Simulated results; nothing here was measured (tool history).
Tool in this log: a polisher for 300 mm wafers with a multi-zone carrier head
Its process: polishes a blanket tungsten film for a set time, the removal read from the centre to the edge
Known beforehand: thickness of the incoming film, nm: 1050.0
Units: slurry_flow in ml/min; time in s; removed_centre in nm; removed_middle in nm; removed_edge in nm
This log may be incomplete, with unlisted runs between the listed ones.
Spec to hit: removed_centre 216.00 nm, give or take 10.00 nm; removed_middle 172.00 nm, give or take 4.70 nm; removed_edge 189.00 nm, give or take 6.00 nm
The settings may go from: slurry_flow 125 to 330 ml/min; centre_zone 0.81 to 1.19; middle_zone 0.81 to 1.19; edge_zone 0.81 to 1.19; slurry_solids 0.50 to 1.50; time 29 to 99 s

run  hour  slurry_flow  centre_zone  middle_zone  edge_zone  slurry_solids  time  removed_centre  removed_middle  removed_edge
  1   0.0          210         1.00         1.00       1.00           1.00    64          145.54          156.09        160.08
  2   7.4          210         1.00         1.00       1.00           1.15    64          151.74          163.89        163.40
  3  14.2          225         1.05         0.97       1.02           1.20    64          165.28          162.95        168.83
  4  20.3          240         1.09         0.96       1.04           1.25    64          168.19          164.08        172.49
  5  24.2          240         1.09         0.96       0.99           1.25    64          171.02          163.42        169.54
  6  25.7          240         1.09         0.96       1.06           1.25    64          173.89          161.72        174.43
  7  31.7          245         1.12         0.95       1.06           1.30    65          182.74          166.53        176.82
  8  32.7          245         1.14         0.93       1.06           1.35    66          188.50          167.63        186.12
     38.3  -- centre zone pressure recalibrated
  9  38.3          245         1.14         0.93       1.06           1.35    66          205.77          169.61        185.26

Next run, 5 choices. One meets every target within its allowed miss, the rest don't. Which?
  A  43.9          280         1.09         0.91       0.98           1.25    68               ?               ?             ?
  B  43.9          225         1.19         0.84       1.13           1.30    67               ?               ?             ?
  C  43.9          220         1.08         0.81       1.03           1.50    72               ?               ?             ?
  D  43.9          295         1.16         0.98       1.02           1.30    69               ?               ?             ?
  E  43.9          225         1.16         0.89       1.03           1.25    70               ?               ?             ?

move  removed_centre  removed_middle  removed_edge
   A          202.93          173.36        181.08
   B          214.80          161.23        189.98
   C          215.49          175.18        200.88
   D          222.40          185.73        189.52
   E          216.90          172.32        187.78
A: moves away from the targets compared with the last run
B: gets the furthest-off result to its target, but another result is out of tolerance
C: gets the furthest-off result to its target, but another result is out of tolerance
D: gets the furthest-off result to its target, but another result is out of tolerance
E: hits every target within its allowed miss
Answer: E
